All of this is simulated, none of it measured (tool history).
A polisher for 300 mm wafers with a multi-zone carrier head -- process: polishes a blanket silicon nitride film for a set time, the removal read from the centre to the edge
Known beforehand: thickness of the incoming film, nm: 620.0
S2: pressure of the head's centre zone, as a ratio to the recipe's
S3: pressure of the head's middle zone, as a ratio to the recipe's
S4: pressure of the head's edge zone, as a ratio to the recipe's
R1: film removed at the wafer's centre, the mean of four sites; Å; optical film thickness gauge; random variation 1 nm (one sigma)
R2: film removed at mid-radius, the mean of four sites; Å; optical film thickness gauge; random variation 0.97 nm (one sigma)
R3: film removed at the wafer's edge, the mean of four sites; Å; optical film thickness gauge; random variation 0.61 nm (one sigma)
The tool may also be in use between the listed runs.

run 1 hour=0 | flow_of_slurry_(ml/min)=170 S2=1 S3=1 S4=1 polishing_time_(s)=78 | R1=1071.1 R2=1047.6 R3=1046.8
run 2 hour=6.5 | flow_of_slurry_(ml/min)=170 S2=1 S3=1 S4=0.94 polishing_time_(s)=78 | R1=1039 R2=1040 R3=1018.8
run 3 hour=15.1 | flow_of_slurry_(ml/min)=165 S2=1 S3=1.01 S4=0.92 polishing_time_(s)=78 | R1=1050.6 R2=1074.7 R3=1002
run 4 hour=20.7 | flow_of_slurry_(ml/min)=165 S2=1 S3=1.01 S4=0.95 polishing_time_(s)=78 | R1=1044.6 R2=1042.1 R3=1039.5
run 5 hour=26.6 | flow_of_slurry_(ml/min)=165 S2=1 S3=0.97 S4=0.95 polishing_time_(s)=78 | R1=1042.1 R2=1033.7 R3=1014.1
run 6 hour=33.9 | flow_of_slurry_(ml/min)=160 S2=0.99 S3=0.98 S4=0.93 polishing_time_(s)=77 | R1=1006.6 R2=1021.9 R3=1001.1
run 7 hour=35.2 | flow_of_slurry_(ml/min)=160 S2=0.99 S3=0.99 S4=0.91 polishing_time_(s)=76 | R1=977.58 R2=1008.1 R3=973.15

Estimate the outcome of run 8 from the log above:
run 8 hour=39 | flow_of_slurry_(ml/min)=160 S2=0.99 S3=1 S4=0.89 polishing_time_(s)=76 | R1=? R2=? R3=?

{"run 8": {"R1": 1016.6, "R2": 1008.8, "R3": 948.83}}
